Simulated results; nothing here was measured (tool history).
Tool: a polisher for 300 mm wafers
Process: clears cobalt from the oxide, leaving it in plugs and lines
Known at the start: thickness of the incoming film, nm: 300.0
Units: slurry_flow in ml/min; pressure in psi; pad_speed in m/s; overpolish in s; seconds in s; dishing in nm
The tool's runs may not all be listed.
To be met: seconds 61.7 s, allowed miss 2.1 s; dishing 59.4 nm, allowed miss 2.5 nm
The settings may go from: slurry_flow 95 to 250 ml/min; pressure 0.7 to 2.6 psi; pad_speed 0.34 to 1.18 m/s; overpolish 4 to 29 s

run 1 hour=0 | slurry_flow=160 pressure=1.6 pad_speed=0.76 overpolish=15 | seconds=119 dishing=29.581
run 2 hour=5.4 | slurry_flow=160 pressure=1.6 pad_speed=0.92 overpolish=15 | seconds=101.02 dishing=34.41
run 3 hour=8.2 | slurry_flow=135 pressure=1.6 pad_speed=0.92 overpolish=15 | seconds=103.25 dishing=34.159
run 4 hour=14.7 | slurry_flow=175 pressure=1.6 pad_speed=0.92 overpolish=15 | seconds=97.187 dishing=35.079
run 5 hour=16.8 | slurry_flow=175 pressure=1.7 pad_speed=0.92 overpolish=15 | seconds=93.373 dishing=35.517
run 6 hour=18 | slurry_flow=175 pressure=1.8 pad_speed=0.92 overpolish=16 | seconds=89.267 dishing=40.299
run 7 hour=24.5 | slurry_flow=180 pressure=1.9 pad_speed=0.92 overpolish=16 | seconds=82.383 dishing=40.963
run 8 hour=32 | slurry_flow=180 pressure=2 pad_speed=0.92 overpolish=16 | seconds=80.764 dishing=42.15
run 9 hour=36.9 | slurry_flow=180 pressure=2.1 pad_speed=0.92 overpolish=16 | seconds=77.423 dishing=43.443
run 10 hour=45.7 | slurry_flow=180 pressure=2.2 pad_speed=0.92 overpolish=16 | seconds=73.342 dishing=44.848
run 11 hour=50.3 | slurry_flow=185 pressure=2.4 pad_speed=0.94 overpolish=18 | seconds=67.463 dishing=50.335
run 12 hour=57.1 | slurry_flow=190 pressure=2.4 pad_speed=0.94 overpolish=18 | seconds=66.211 dishing=51.477
run 13 hour=60.3 | slurry_flow=200 pressure=2.5 pad_speed=0.94 overpolish=19 | seconds=64.102 dishing=54.695

Which of these 5 next moves meets every target?
run A hour=63.5 | slurry_flow=160 pressure=2.6 pad_speed=1.02 overpolish=15 | seconds=? dishing=?
run B hour=63.5 | slurry_flow=220 pressure=2.4 pad_speed=1 overpolish=21 | seconds=? dishing=?
run C hour=63.5 | slurry_flow=230 pressure=2.6 pad_speed=0.9 overpolish=18 | seconds=? dishing=?
run D hour=63.5 | slurry_flow=205 pressure=2.6 pad_speed=0.92 overpolish=17 | seconds=? dishing=?
run E hour=63.5 | slurry_flow=240 pressure=2.6 pad_speed=0.84 overpolish=23 | seconds=? dishing=?

move=A seconds=57.407 dishing=50.187
move=B seconds=59.965 dishing=59.791
move=C seconds=61.046 dishing=54.152
move=D seconds=60.722 dishing=52.451
move=E seconds=64.704 dishing=60.313
A: further off than the last run
B: meets every target
C: further off than the last run
D: further off than the last run
E: brings the result that was furthest off to its target, and leaves another outside
Move B is the one to make.

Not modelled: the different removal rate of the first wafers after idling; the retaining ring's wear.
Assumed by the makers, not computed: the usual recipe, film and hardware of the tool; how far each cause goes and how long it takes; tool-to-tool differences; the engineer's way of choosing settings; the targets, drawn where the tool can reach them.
